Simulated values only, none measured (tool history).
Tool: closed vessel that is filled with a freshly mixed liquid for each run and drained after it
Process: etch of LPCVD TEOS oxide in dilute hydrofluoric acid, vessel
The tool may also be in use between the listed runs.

run,hour,temperature setpoint of the liquid (C),parts of water to one part of 49 % hydrofluoric acid (parts by volume),time in the liquid (s),thickness taken off the LPCVD TEOS oxide on a monitor wafer (Å)
1,0.0,23.0,170,60,53.862
2,3.6,21.5,190,60,44.731
3,7.1,20.5,205,60,39.054
4,7.6,19.5,215,60,35.904
5,13.5,19.0,225,60,33.412
6,16.8,19.0,175,60,45.150
7,23.1,18.5,195,60,38.466
8,31.9,18.0,210,60,34.693

The next listed run, before its measurement:
9,38.5,18.0,220,60,?

{"run 9": {"thickness taken off the LPCVD TEOS oxide on a monitor wafer (Å)": 33.276}}

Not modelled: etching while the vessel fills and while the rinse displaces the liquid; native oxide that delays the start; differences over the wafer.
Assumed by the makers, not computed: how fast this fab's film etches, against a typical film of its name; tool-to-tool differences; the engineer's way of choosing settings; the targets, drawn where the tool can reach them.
